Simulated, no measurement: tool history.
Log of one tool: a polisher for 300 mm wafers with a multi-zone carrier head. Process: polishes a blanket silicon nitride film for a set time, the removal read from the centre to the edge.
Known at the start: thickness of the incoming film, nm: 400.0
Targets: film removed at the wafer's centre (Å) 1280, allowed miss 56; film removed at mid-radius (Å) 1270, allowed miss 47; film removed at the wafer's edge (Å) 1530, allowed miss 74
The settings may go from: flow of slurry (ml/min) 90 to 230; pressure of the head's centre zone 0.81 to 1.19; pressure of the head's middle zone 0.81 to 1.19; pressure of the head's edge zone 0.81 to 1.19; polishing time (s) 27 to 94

| run | day | flow of slurry (ml/min) | pressure of the head's centre zone | pressure of the head's middle zone | pressure of the head's edge zone | polishing time (s) | film removed at the wafer's centre (Å) | film removed at mid-radius (Å) | film removed at the wafer's edge (Å) |
|---|---|---|---|---|---|---|---|---|---|
| 1 | 0 | 150 | 1 | 1 | 1 | 60 | 1660.6 | 1534.8 | 1542.9 |
| 2 | 0.346 | 140 | 0.95 | 0.96 | 1.03 | 60 | 1575.1 | 1456.2 | 1568.2 |
| 3 | 0.412 | 140 | 0.95 | 0.96 | 1.1 | 60 | 1591.7 | 1466.3 | 1607.7 |
| 4 | 0.454 | 130 | 0.91 | 0.94 | 1.1 | 59 | 1487.7 | 1399.3 | 1563.7 |
| 5 | 0.504 | 130 | 0.99 | 0.94 | 1.1 | 59 | 1591.5 | 1396.6 | 1567.5 |
| 6 | 0.675 | 130 | 0.99 | 0.94 | 1.1 | 65 | 1723.3 | 1532 | 1763.8 |
| 7 | 0.954 | 120 | 0.94 | 0.93 | 1.11 | 63 | 1607.1 | 1442 | 1626.2 |
| 8 | 1.004 | 130 | 0.9 | 0.92 | 1.13 | 60 | 1484.3 | 1399.2 | 1582.4 |
| 9 | 1.333 | 125 | 0.87 | 0.9 | 1.15 | 60 | 1412.9 | 1354.1 | 1583.7 |
|  | 1.575 | centre zone pressure recalibrated |
| 10 | 1.575 | 120 | 0.85 | 0.89 | 1.16 | 60 | 1265.4 | 1350.8 | 1599.3 |

Which of these 4 next moves meets every target?
| A | 1.817 | 125 | 0.87 | 0.9 | 1.18 | 51 | ? | ? | ? |
| B | 1.817 | 130 | 0.86 | 0.94 | 1.14 | 59 | ? | ? | ? |
| C | 1.817 | 110 | 0.91 | 0.89 | 1.15 | 58 | ? | ? | ? |
| D | 1.817 | 150 | 0.89 | 0.81 | 1.16 | 55 | ? | ? | ? |

| move | film removed at the wafer's centre (Å) | film removed at mid-radius (Å) | film removed at the wafer's edge (Å) |
|---|---|---|---|
| A | 1138.1 | 1140.6 | 1403.4 |
| B | 1317.4 | 1379.9 | 1611.6 |
| C | 1297.4 | 1247.2 | 1548.4 |
| D | 1303.2 | 1170.4 | 1545.8 |
A: takes the result that was furthest off past its target
B: further off than the last run
C: meets every target
D: takes the result that was furthest off past its target
Move C is the one to make.

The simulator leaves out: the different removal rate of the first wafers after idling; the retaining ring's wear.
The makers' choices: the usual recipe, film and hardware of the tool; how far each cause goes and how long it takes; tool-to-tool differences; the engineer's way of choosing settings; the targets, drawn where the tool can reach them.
